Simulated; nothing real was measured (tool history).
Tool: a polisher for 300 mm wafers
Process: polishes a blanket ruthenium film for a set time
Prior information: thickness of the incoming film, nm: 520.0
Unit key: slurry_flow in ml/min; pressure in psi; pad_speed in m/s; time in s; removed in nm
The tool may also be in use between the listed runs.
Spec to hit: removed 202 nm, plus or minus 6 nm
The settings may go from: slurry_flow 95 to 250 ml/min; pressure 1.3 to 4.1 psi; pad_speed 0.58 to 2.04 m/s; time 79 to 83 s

run,hour,slurry_flow,pressure,pad_speed,time,removed
1,0,160,2.7,1.3,79,137.69
2,2.1,160,2.7,1.04,79,117.56
3,9.9,135,2.7,1.04,79,113.32
4,13.9,160,2.7,1.04,79,116.39
5,16,165,3,1.04,79,127.98
6,19.9,170,3.2,1.08,79,143.63
7,26,175,3.4,1.08,79,152.37
8,28.7,180,3.6,1.1,79,161.76

Of the 5 settings listed for the next run, only one would bring every result within its allowed miss of target. Which one?
A,31.4,200,3.7,1.3,83,?
B,31.4,170,3.5,0.64,83,?
C,31.4,175,3.7,1.22,83,?
D,31.4,165,3.6,1.26,82,?
E,31.4,180,3.5,0.8,79,?

move,removed
A,196.28
B,113.68
C,184.39
D,180.36
E,124.95
A: in spec on every target
B: its largest miss is bigger than the last run's
C: nearer than the last run, and not there yet
D: nearer than the last run, and not there yet
E: its largest miss is bigger than the last run's
Correct choice: A, which meets every target

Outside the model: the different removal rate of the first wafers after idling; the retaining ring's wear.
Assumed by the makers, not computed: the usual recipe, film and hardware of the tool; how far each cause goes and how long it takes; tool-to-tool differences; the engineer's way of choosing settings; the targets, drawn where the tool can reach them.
